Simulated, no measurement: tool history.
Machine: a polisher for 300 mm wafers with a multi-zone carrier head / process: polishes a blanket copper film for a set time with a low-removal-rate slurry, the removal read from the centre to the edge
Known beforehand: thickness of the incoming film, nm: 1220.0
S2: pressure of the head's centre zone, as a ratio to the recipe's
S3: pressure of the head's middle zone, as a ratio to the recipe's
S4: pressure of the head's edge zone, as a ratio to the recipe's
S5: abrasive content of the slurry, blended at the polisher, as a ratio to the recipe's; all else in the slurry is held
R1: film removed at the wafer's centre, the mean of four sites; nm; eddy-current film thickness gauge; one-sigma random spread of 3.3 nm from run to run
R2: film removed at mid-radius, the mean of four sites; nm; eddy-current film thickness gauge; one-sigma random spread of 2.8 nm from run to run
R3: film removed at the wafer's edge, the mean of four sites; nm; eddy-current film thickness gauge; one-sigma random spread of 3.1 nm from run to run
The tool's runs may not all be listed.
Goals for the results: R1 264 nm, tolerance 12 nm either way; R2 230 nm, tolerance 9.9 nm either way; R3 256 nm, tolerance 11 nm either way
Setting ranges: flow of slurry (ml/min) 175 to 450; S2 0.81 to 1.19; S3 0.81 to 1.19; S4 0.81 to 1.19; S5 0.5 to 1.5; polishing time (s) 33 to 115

run 1 day=0 | flow_of_slurry_(ml/min)=290 S2=1 S3=1 S4=1 S5=1 polishing_time_(s)=73 | R1=166.22 R2=164.03 R3=166.63
run 2 day=0.283 | flow_of_slurry_(ml/min)=290 S2=1.08 S3=1 S4=1 S5=1 polishing_time_(s)=73 | R1=178.42 R2=170.87 R3=167.94
run 3 day=0.425 | flow_of_slurry_(ml/min)=290 S2=1.08 S3=1 S4=1.05 S5=1 polishing_time_(s)=73 | R1=180.74 R2=164.58 R3=169.1
run 4 day=0.754 | flow_of_slurry_(ml/min)=290 S2=1.08 S3=1.05 S4=1.05 S5=1 polishing_time_(s)=73 | R1=182.05 R2=175.11 R3=175.32
run 5 day=0.821 | flow_of_slurry_(ml/min)=290 S2=1.09 S3=1.05 S4=1.08 S5=1.1 polishing_time_(s)=77 | R1=194.39 R2=188.81 R3=188.63
run 6 day=1.021 | flow_of_slurry_(ml/min)=290 S2=1.13 S3=1.05 S4=1.08 S5=1.1 polishing_time_(s)=77 | R1=200.23 R2=184.09 R3=185.52
run 7 day=1.371 | flow_of_slurry_(ml/min)=290 S2=1.13 S3=1.04 S4=1.1 S5=1.15 polishing_time_(s)=82 | R1=215.82 R2=197.64 R3=201.39
run 8 day=1.6 | flow_of_slurry_(ml/min)=290 S2=1.13 S3=1.03 S4=1.12 S5=1.2 polishing_time_(s)=85 | R1=226.48 R2=205.85 R3=212.78

Pick the move, out of 4, that brings all results within their allowed miss; only one does.
run A day=1.829 | flow_of_slurry_(ml/min)=275 S2=1.09 S3=0.94 S4=1.09 S5=1.3 polishing_time_(s)=102 | R1=? R2=? R3=?
run B day=1.829 | flow_of_slurry_(ml/min)=290 S2=1.11 S3=0.84 S4=1.19 S5=1.05 polishing_time_(s)=102 | R1=? R2=? R3=?
run C day=1.829 | flow_of_slurry_(ml/min)=280 S2=1.19 S3=1.03 S4=1.01 S5=1.45 polishing_time_(s)=92 | R1=? R2=? R3=?
run D day=1.829 | flow_of_slurry_(ml/min)=290 S2=1.19 S3=1.03 S4=1.06 S5=1.15 polishing_time_(s)=95 | R1=? R2=? R3=?

move=A R1=262.81 R2=234.56 R3=257.72
move=B R1=256.59 R2=205.3 R3=259.21
move=C R1=262.84 R2=233.99 R3=228.97
move=D R1=259.37 R2=230.83 R3=231.18
A: every result within its allowed miss
B: the furthest-off result lands on target, but another misses its tolerance
C: closes in on the targets versus the last run, not all within tolerance yet
D: closes in on the targets versus the last run, not all within tolerance yet
Answer: A

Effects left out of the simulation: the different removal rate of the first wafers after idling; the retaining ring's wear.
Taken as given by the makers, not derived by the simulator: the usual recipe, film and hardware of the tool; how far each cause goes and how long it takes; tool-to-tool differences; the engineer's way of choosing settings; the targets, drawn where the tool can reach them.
